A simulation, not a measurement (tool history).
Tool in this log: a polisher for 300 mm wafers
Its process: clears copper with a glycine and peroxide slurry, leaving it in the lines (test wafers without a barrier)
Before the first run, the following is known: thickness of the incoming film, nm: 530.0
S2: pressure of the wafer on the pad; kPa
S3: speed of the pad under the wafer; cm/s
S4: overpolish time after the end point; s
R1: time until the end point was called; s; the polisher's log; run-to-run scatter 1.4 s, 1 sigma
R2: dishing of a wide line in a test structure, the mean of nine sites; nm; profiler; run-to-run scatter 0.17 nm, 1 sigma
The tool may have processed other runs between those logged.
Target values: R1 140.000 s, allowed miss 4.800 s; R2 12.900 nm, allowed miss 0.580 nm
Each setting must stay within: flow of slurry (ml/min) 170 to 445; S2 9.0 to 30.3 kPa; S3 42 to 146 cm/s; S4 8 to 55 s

{"run": 1, "hour": 0.0, "flow of slurry (ml/min)": 285, "S2": 19.3, "S3": 94, "S4": 28, "R1": 118.1, "R2": 12.443}
{"run": 2, "hour": 5.0, "flow of slurry (ml/min)": 285, "S2": 19.3, "S3": 108, "S4": 28, "R1": 104.29, "R2": 12.395}
{"run": 3, "hour": 5.8, "flow of slurry (ml/min)": 255, "S2": 19.3, "S3": 108, "S4": 28, "R1": 106.27, "R2": 12.407}
{"run": 4, "hour": 11.5, "flow of slurry (ml/min)": 255, "S2": 19.3, "S3": 130, "S4": 28, "R1": 89.58, "R2": 11.746}
{"run": 5, "hour": 20.2, "flow of slurry (ml/min)": 220, "S2": 19.3, "S3": 130, "S4": 28, "R1": 91.548, "R2": 12.128}
{"run": 6, "hour": 24.0, "flow of slurry (ml/min)": 220, "S2": 19.3, "S3": 130, "S4": 21, "R1": 91.703, "R2": 12.231}
{"run": 7, "hour": 26.5, "flow of slurry (ml/min)": 215, "S2": 17.9, "S3": 130, "S4": 21, "R1": 95.203, "R2": 11.959}
{"run": 8, "hour": 28.6, "flow of slurry (ml/min)": 210, "S2": 17.9, "S3": 124, "S4": 21, "R1": 98.142, "R2": 11.805}
{"run": 9, "hour": 35.4, "flow of slurry (ml/min)": 225, "S2": 17.9, "S3": 116, "S4": 23, "R1": 105.62, "R2": 12.291}
{"run": 10, "hour": 36.0, "flow of slurry (ml/min)": 260, "S2": 12.4, "S3": 112, "S4": 27, "R1": 126.1, "R2": 12.568}

Which of these 5 next moves meets every target?
{"run": "A", "hour": 36.6, "flow of slurry (ml/min)": 340, "S2": 23.4, "S3": 86, "S4": 41, "R1": "?", "R2": "?"}
{"run": "B", "hour": 36.6, "flow of slurry (ml/min)": 395, "S2": 21.4, "S3": 68, "S4": 55, "R1": "?", "R2": "?"}
{"run": "C", "hour": 36.6, "flow of slurry (ml/min)": 220, "S2": 17.2, "S3": 102, "S4": 29, "R1": "?", "R2": "?"}
{"run": "D", "hour": 36.6, "flow of slurry (ml/min)": 250, "S2": 10.3, "S3": 116, "S4": 26, "R1": "?", "R2": "?"}
{"run": "E", "hour": 36.6, "flow of slurry (ml/min)": 295, "S2": 16.5, "S3": 112, "S4": 23, "R1": "?", "R2": "?"}

move=A R1=114.000 R2=12.518
move=B R1=142.650 R2=12.970
move=C R1=119.200 R2=12.444
move=D R1=131.370 R2=12.468
move=E R1=110.190 R2=12.322
A: further off than the last run
B: every result lands within tolerance
C: further off than the last run
D: nearer the targets than the last run, but a result is still out of spec
E: further off than the last run
The right move is B.
